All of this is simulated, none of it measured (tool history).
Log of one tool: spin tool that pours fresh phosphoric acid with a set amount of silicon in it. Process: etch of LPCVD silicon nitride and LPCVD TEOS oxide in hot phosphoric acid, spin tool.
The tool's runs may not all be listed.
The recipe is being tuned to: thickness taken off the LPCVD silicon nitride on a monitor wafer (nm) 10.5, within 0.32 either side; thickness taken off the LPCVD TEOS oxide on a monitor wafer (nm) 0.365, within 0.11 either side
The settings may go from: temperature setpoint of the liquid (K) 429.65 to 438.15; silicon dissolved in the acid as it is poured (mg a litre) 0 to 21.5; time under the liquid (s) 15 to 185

run  hour  temperature setpoint of the liquid (K)  silicon dissolved in the acid as it is poured (mg a litre)  time under the liquid (s)  thickness taken off the LPCVD silicon nitride on a monitor wafer (nm)  thickness taken off the LPCVD TEOS oxide on a monitor wafer (nm)
  1     0                                  433.15                                                         9.5                         95                                                                  8.607                                                           0.34515
  2   6.2                                  433.65                                                        10.5                         95                                                                 8.6377                                                           0.46072
  3  14.2                                  433.65                                                          10                         95                                                                 8.5821                                                           0.40564
  4    19                                  435.65                                                          10                         95                                                                 9.1471                                                           0.48662
  5  22.4                                  435.65                                                          15                         95                                                                 9.2768                                                           0.36505
  6  30.3                                  435.65                                                          10                         95                                                                 9.3618                                                           0.44264
  7  31.8                                  435.65                                                          11                         95                                                                 9.2838                                                           0.47182
  8    39                                  435.65                                                          12                         95                                                                 9.3779                                                           0.40136

Of the 5 settings listed for the next run, only one would bring every result within its allowed miss of target. Which one?
  A  46.2                                  436.65                                                        21.5                        105                                                                      ?                                                                 ?
  B  46.2                                  433.15                                                          15                         90                                                                      ?                                                                 ?
  C  46.2                                  437.65                                                         7.5                        105                                                                      ?                                                                 ?
  D  46.2                                  435.65                                                          21                        100                                                                      ?                                                                 ?
  E  46.2                                  437.15                                                          19                         80                                                                      ?                                                                 ?

move  thickness taken off the LPCVD silicon nitride on a monitor wafer (nm)  thickness taken off the LPCVD TEOS oxide on a monitor wafer (nm)
   A                                                                 10.554                                                           0.39285
   B                                                                 8.0505                                                           0.31086
   C                                                                 10.908                                                           0.59906
   D                                                                 9.7238                                                           0.35297
   E                                                                 8.1748                                                           0.33358
A: all results in spec
B: further off than the last run
C: pushes the last run's worst result past its target
D: nearer than the last run, and not there yet
E: further off than the last run
The right move is A.

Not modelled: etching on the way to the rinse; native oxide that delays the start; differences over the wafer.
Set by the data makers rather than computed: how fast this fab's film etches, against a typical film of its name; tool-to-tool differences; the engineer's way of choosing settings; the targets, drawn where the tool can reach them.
